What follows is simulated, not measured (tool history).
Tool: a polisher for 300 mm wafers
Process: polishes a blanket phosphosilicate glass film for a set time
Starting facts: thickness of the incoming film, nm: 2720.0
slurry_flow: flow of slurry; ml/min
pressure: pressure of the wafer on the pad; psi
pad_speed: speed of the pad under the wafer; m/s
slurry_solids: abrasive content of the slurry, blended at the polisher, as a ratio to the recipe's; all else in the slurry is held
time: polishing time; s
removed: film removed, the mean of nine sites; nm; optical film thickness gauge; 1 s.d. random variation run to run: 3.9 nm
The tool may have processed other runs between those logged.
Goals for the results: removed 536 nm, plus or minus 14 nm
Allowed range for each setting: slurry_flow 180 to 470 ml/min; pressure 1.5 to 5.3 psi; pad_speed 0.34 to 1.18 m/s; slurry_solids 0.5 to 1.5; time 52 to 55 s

{"run": 1, "hour": 0.0, "slurry_flow": 300, "pressure": 3.4, "pad_speed": 0.76, "slurry_solids": 1, "time": 52, "removed": 412.8}
{"run": 2, "hour": 3.9, "slurry_flow": 330, "pressure": 3.4, "pad_speed": 0.76, "slurry_solids": 1, "time": 52, "removed": 412.75}
{"run": 3, "hour": 9.1, "slurry_flow": 330, "pressure": 3.6, "pad_speed": 0.76, "slurry_solids": 1, "time": 52, "removed": 443.4}
{"run": 4, "hour": 14.0, "slurry_flow": 330, "pressure": 3.7, "pad_speed": 0.76, "slurry_solids": 1, "time": 52, "removed": 458.82}
{"run": 5, "hour": 19.6, "slurry_flow": 330, "pressure": 3.7, "pad_speed": 0.76, "slurry_solids": 1, "time": 52, "removed": 449.75}
{"run": 6, "hour": 24.7, "slurry_flow": 330, "pressure": 3.8, "pad_speed": 0.76, "slurry_solids": 1, "time": 52, "removed": 466.55}
{"run": 7, "hour": 30.8, "slurry_flow": 330, "pressure": 3.9, "pad_speed": 0.76, "slurry_solids": 1, "time": 52, "removed": 474.25}
{"run": 8, "hour": 38.4, "slurry_flow": 330, "pressure": 4, "pad_speed": 0.76, "slurry_solids": 1, "time": 52, "removed": 488.6}
{"run": 9, "hour": 44.6, "slurry_flow": 330, "pressure": 4.1, "pad_speed": 0.76, "slurry_solids": 1, "time": 52, "removed": 501.74}
{"run": 10, "hour": 47.1, "slurry_flow": 335, "pressure": 4.2, "pad_speed": 0.76, "slurry_solids": 1, "time": 52, "removed": 510.05}

4 candidate next runs follow, results not yet known. Just one meets every target within its allowed miss. Identify it.
{"run": "A", "hour": 49.6, "slurry_flow": 310, "pressure": 4.3, "pad_speed": 0.76, "slurry_solids": 0.95, "time": 52, "removed": "?"}
{"run": "B", "hour": 49.6, "slurry_flow": 345, "pressure": 3.8, "pad_speed": 0.72, "slurry_solids": 1.1, "time": 52, "removed": "?"}
{"run": "C", "hour": 49.6, "slurry_flow": 370, "pressure": 3.7, "pad_speed": 0.82, "slurry_solids": 1.1, "time": 55, "removed": "?"}
{"run": "D", "hour": 49.6, "slurry_flow": 450, "pressure": 4.2, "pad_speed": 0.58, "slurry_solids": 1.05, "time": 55, "removed": "?"}

move=A removed=510.98
move=B removed=478.25
move=C removed=536.49
move=D removed=489.49
A: no better and no worse than the last run
B: lands further from the targets than the last run did
C: every result lands within tolerance
D: lands further from the targets than the last run did
Go with C: it meets all targets.
